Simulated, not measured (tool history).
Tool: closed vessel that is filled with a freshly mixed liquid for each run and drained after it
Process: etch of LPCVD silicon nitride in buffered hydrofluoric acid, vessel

run	hour	temperature setpoint of the liquid (°C)	parts of 40 % ammonium fluoride to one part of 49 % hydrofluoric acid (parts by volume)	time in the liquid (s)	thickness taken off the LPCVD silicon nitride on a monitor wafer (Å)
1	0	24	22.5	1885	126.05
2	9.1	25.5	22.5	1885	136.3
3	17.5	25.5	26	1885	124.28
4	24.9	24	26	1885	113.31
5	33.9	23	26	1885	108.98
6	37.3	22	26.5	1885	100.4

The next listed run, before its measurement:
7	42.6	21	26.5	1885	?

{"run 7": {"thickness taken off the LPCVD silicon nitride on a monitor wafer (Å)": 95.322}}

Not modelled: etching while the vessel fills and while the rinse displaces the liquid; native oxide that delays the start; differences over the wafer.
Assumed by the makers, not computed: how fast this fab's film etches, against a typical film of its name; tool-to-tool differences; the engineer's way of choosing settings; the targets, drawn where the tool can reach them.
